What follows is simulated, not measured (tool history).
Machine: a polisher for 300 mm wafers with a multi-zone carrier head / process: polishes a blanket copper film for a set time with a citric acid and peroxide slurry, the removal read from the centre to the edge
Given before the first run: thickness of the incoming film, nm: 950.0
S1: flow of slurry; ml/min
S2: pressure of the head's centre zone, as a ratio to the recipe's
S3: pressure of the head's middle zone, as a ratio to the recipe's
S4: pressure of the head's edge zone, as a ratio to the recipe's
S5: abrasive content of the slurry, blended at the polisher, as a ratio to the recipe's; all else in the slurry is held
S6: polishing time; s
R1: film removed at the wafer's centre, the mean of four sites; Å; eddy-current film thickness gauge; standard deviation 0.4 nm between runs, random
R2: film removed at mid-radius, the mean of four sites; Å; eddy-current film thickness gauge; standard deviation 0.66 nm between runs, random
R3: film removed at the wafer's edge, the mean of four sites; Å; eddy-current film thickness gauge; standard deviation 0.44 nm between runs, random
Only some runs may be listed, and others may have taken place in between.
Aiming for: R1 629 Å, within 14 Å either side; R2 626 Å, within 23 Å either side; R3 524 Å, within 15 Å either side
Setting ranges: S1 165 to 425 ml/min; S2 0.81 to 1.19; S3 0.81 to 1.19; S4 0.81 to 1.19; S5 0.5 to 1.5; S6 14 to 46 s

run  hour   S1    S2    S3    S4    S5  S6      R1      R2      R3
  1     0  275     1     1     1     1  30  768.97  773.61  741.49
  2   7.1  280  1.01  1.01  0.97   0.9  29  725.81  743.14  687.93
  3   7.8  345  1.01  1.01  0.97   0.9  29  734.28  746.42  694.31
  4  13.7  345  1.02  1.01  0.95  0.85  28  719.26  712.41  655.51
  5  16.4  345   1.1  1.01  0.95  0.85  28  768.05  696.77  655.36
  6  18.8  345   1.1  1.06  0.95  0.85  28  775.14  740.93  645.33
  7  24.6  345  1.09  1.06  0.93   0.8  28  749.92  732.93  636.99
  8  26.1  345  1.09  1.06  0.92  0.75  28  731.98  719.93  611.14
  9  28.8  340  1.08  1.05   0.9   0.7  28  697.31  689.97   602.8
 10  31.8  340  1.08  1.05   0.9   0.7  28  709.04  679.13     602
 11  38.9  335  1.08  1.06  0.89  0.65  28  685.78  674.39  580.33
 12  47.8  335  1.08  1.06  0.89  0.65  28  688.41  684.21  581.91
 13  56.2  325  1.08  1.06  0.88  0.65  28  686.03   664.5  582.13
 14  62.6  320  1.08  1.07  0.87  0.65  28  683.14  669.04  579.57
 15  64.9  320  1.08  1.07  0.87  0.65  28  681.58  674.85  586.45
 16  72.7  325  1.08  1.07  0.87  0.65  28  692.85  692.96  572.11
 17    79  320  1.08  1.06  0.86  0.65  28  681.91   677.8  573.64
 18  82.2  315  1.08  1.06  0.85  0.65  28     683  674.16  576.66
 19  82.9  315  1.08  1.07  0.83  0.55  28  644.86  635.84  537.71
 20    91  310  1.08  1.07  0.82  0.55  28  638.55  645.74  539.18

Which one of the following 4 next-run settings gets every result inside its allowed miss? There is exactly one.
  A  99.1  295  1.15  1.04  0.89   0.7  25   ?   ?   ?
  B  99.1  240  1.06  1.03  0.91  0.65  27   ?   ?   ?
  C  99.1  300  1.07  1.08  0.84  0.65  26   ?   ?   ?
  D  99.1  390  1.02  1.13  0.81  0.65  26   ?   ?   ?

move      R1      R2      R3
   A   661.4   601.8  527.14
   B  626.59  615.64  550.19
   C  625.28  631.77  525.87
   D  610.67  671.48  528.72
A: meets the target for the result that was furthest off, but another lies outside its allowed miss
B: misses by more than the last run did
C: meets every target
D: meets the target for the result that was furthest off, but another lies outside its allowed miss
So the answer is move C, the one that meets all the targets.

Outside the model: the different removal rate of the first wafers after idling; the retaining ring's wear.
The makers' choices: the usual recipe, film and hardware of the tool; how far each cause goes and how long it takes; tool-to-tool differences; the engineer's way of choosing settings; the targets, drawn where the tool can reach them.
